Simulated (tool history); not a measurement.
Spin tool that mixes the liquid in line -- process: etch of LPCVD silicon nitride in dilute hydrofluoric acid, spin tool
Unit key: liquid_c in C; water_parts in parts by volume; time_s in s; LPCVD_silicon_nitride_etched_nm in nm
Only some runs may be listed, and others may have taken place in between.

| run | hour | liquid_c | water_parts | time_s | LPCVD_silicon_nitride_etched_nm |
|---|---|---|---|---|---|
| 1 | 0.0 | 23.0 | 125 | 300 | 0.97916 |
| 2 | 5.1 | 23.0 | 125 | 320 | 1.08630 |
| 3 | 6.7 | 26.0 | 125 | 320 | 1.28700 |
| 4 | 14.2 | 26.0 | 95 | 320 | 1.85880 |
| 5 | 23.0 | 29.0 | 95 | 320 | 1.97500 |
| 6 | 28.0 | 28.5 | 115 | 315 | 1.60030 |

The next listed run, before its measurement:
|  | 35.3 | thermometer replaced |
| 7 | 35.3 | 28.0 | 130 | 310 | ? |

{"run 7": {"LPCVD_silicon_nitride_etched_nm": 1.4901}}

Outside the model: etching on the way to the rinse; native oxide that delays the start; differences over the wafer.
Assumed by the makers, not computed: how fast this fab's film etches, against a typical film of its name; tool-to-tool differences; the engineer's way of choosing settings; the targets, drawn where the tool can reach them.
